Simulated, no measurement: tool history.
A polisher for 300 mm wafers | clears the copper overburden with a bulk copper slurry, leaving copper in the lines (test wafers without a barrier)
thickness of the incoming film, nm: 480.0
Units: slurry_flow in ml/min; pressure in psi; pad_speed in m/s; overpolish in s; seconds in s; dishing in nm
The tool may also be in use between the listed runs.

{"run": 1, "day": 0.0, "slurry_flow": 240, "pressure": 1.7, "pad_speed": 0.92, "slurry_solids": 1.0, "overpolish": 15, "seconds": 84.646, "dishing": 51.35}
{"run": 2, "day": 0.292, "slurry_flow": 240, "pressure": 1.7, "pad_speed": 1.12, "slurry_solids": 1.0, "overpolish": 15, "seconds": 70.521, "dishing": 60.103}
{"run": 3, "day": 0.342, "slurry_flow": 240, "pressure": 1.6, "pad_speed": 1.08, "slurry_solids": 1.0, "overpolish": 16, "seconds": 77.841, "dishing": 57.864}
{"run": 4, "day": 0.404, "slurry_flow": 240, "pressure": 1.3, "pad_speed": 1.08, "slurry_solids": 1.0, "overpolish": 16, "seconds": 94.403, "dishing": 49.246}
{"run": 5, "day": 0.704, "slurry_flow": 240, "pressure": 1.2, "pad_speed": 1.04, "slurry_solids": 1.0, "overpolish": 17, "seconds": 104.69, "dishing": 46.118}
{"run": 6, "day": 1.008, "slurry_flow": 240, "pressure": 1.2, "pad_speed": 1.04, "slurry_solids": 1.1, "overpolish": 17, "seconds": 100.71, "dishing": 47.016}

Run 7 comes next. What will it give?
{"run": 7, "day": 1.292, "slurry_flow": 235, "pressure": 1.1, "pad_speed": 1.02, "slurry_solids": 1.05, "overpolish": 18, "seconds": "?", "dishing": "?"}

{"run 7": {"seconds": 116.28, "dishing": 45.902}}

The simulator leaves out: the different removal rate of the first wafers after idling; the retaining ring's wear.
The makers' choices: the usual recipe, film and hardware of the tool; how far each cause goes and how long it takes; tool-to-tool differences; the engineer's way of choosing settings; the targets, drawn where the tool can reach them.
